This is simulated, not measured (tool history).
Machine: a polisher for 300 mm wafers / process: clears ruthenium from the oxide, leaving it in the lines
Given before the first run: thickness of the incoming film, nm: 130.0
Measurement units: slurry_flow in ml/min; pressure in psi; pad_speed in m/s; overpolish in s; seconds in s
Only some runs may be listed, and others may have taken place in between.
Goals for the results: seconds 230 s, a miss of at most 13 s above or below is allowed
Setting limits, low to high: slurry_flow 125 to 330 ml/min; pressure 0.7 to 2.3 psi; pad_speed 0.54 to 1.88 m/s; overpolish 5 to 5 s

run 1 day=0 | slurry_flow=210 pressure=1.5 pad_speed=1.2 overpolish=5 | seconds=125.97
run 2 day=0.258 | slurry_flow=210 pressure=1.8 pad_speed=1.2 overpolish=5 | seconds=106.42
run 3 day=0.296 | slurry_flow=210 pressure=1.6 pad_speed=1.16 overpolish=5 | seconds=123.55
run 4 day=0.471 | slurry_flow=210 pressure=1.5 pad_speed=1.14 overpolish=5 | seconds=130.51
run 5 day=0.638 | slurry_flow=210 pressure=1.4 pad_speed=1.1 overpolish=5 | seconds=145.09
run 6 day=0.712 | slurry_flow=210 pressure=1.3 pad_speed=1.08 overpolish=5 | seconds=156.52
run 7 day=0.875 | slurry_flow=210 pressure=1.2 pad_speed=1.06 overpolish=5 | seconds=176.67
run 8 day=0.933 | slurry_flow=210 pressure=1.1 pad_speed=1.06 overpolish=5 | seconds=189.64
run 9 day=0.962 | slurry_flow=210 pressure=1 pad_speed=1.04 overpolish=5 | seconds=212.99

5 next moves are on the table. One of them brings every result within its allowed miss. Which?
run A day=0.992 | slurry_flow=220 pressure=0.8 pad_speed=1.04 overpolish=5 | seconds=?
run B day=0.992 | slurry_flow=180 pressure=1.2 pad_speed=1 overpolish=5 | seconds=?
run C day=0.992 | slurry_flow=230 pressure=1.1 pad_speed=1.04 overpolish=5 | seconds=?
run D day=0.992 | slurry_flow=225 pressure=1.3 pad_speed=0.94 overpolish=5 | seconds=?
run E day=0.992 | slurry_flow=225 pressure=1 pad_speed=0.96 overpolish=5 | seconds=?

move=A seconds=262.2
move=B seconds=188.51
move=C seconds=192.8
move=D seconds=181.32
move=E seconds=228.63
A: moves the result that the last run missed by most past its target, out the other side
B: misses by more than the last run did
C: misses by more than the last run did
D: misses by more than the last run did
E: each result inside its tolerance
Move E is the one to make.

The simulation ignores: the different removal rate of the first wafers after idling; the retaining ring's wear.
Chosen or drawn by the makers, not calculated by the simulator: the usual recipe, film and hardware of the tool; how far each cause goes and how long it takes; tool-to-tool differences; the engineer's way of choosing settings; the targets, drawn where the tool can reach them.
